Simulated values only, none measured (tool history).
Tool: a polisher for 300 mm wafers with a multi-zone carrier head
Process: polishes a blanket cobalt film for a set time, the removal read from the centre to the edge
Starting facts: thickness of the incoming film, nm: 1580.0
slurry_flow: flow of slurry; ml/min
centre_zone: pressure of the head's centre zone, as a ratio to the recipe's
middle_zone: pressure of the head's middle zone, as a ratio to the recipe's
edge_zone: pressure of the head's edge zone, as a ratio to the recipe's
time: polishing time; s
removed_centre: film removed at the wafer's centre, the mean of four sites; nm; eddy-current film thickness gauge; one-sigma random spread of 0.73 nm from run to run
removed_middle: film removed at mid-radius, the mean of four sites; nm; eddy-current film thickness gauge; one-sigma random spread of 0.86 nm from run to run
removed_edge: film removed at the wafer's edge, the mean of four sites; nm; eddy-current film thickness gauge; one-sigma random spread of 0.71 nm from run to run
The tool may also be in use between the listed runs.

Run 1, hour 0.0: slurry_flow 165 ml/min, centre_zone 1.00, middle_zone 1.00, edge_zone 1.00, time 41 s. Result: removed_centre 153.62 nm, removed_middle 153.510 nm, removed_edge 150.64 nm.
Run 2, hour 1.7: slurry_flow 155 ml/min, centre_zone 0.99, middle_zone 0.97, edge_zone 0.98, time 37 s. Result: removed_centre 136.03 nm, removed_middle 136.180 nm, removed_edge 134.47 nm.
Run 3, hour 3.6: slurry_flow 155 ml/min, centre_zone 0.99, middle_zone 0.92, edge_zone 0.98, time 37 s. Result: removed_centre 133.64 nm, removed_middle 130.180 nm, removed_edge 135.51 nm.
Run 4, hour 10.2: slurry_flow 150 ml/min, centre_zone 0.99, middle_zone 0.90, edge_zone 0.97, time 34 s. Result: removed_centre 122.13 nm, removed_middle 115.990 nm, removed_edge 124.45 nm.
Run 5, hour 11.0: slurry_flow 145 ml/min, centre_zone 0.99, middle_zone 0.89, edge_zone 0.95, time 32 s. Result: removed_centre 114.03 nm, removed_middle 108.060 nm, removed_edge 114.45 nm.
Run 6, hour 12.6: slurry_flow 145 ml/min, centre_zone 0.99, middle_zone 0.89, edge_zone 1.00, time 32 s. Result: removed_centre 114.51 nm, removed_middle 107.960 nm, removed_edge 117.12 nm.
Run 7, hour 19.8: slurry_flow 140 ml/min, centre_zone 0.99, middle_zone 0.88, edge_zone 0.99, time 30 s. Result: removed_centre 105.81 nm, removed_middle 98.644 nm, removed_edge 109.10 nm.

Forecast run 8:
Run 8, hour 26.8: slurry_flow 135 ml/min, centre_zone 0.99, middle_zone 0.87, edge_zone 0.98, time 29 s. Result: removed_centre ?, removed_middle ?, removed_edge ?.

{"run 8": {"removed_centre": 101.97, "removed_middle": 93.516, "removed_edge": 106.07}}
